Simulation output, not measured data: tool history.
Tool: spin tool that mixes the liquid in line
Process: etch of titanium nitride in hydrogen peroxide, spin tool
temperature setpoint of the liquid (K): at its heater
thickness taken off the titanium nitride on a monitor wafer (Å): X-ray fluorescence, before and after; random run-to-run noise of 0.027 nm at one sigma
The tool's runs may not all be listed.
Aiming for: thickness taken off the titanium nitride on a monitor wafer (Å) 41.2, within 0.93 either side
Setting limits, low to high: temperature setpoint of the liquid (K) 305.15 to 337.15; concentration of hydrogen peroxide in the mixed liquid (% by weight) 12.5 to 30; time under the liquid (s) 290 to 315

run	hour	temperature setpoint of the liquid (K)	concentration of hydrogen peroxide in the mixed liquid (% by weight)	time under the liquid (s)	thickness taken off the titanium nitride on a monitor wafer (Å)
1	0	321.15	23.5	290	66.904
2	5.5	321.15	20.5	290	65.783
3	11.2	319.65	20.5	290	57.875
4	16	319.65	23.5	290	60.393
5	25.1	318.15	23.5	290	53.626
6	29.8	318.15	27.5	290	55.209
7	37.3	317.15	27.5	290	51.79
8	41.7	316.15	27.5	290	47.889
9	48.5	315.65	27.5	290	46.33
10	52.2	315.65	27.5	290	46.309
11	57.8	315.15	27.5	290	44.252
12	62.9	314.65	27.5	290	43.143

Next run, 4 choices. One meets every target within its allowed miss, the rest don't. Which?
A	68	313.65	21.5	315	?
B	68	314.65	29	290	?
C	68	313.65	27.5	315	?
D	68	314.65	29.5	290	?

move	thickness taken off the titanium nitride on a monitor wafer (Å)
A	40.772
B	43.252
C	43.017
D	43.416
A: each result inside its tolerance
B: misses by more than the last run did
C: closes in on the targets versus the last run, not all within tolerance yet
D: misses by more than the last run did
A meets every target.
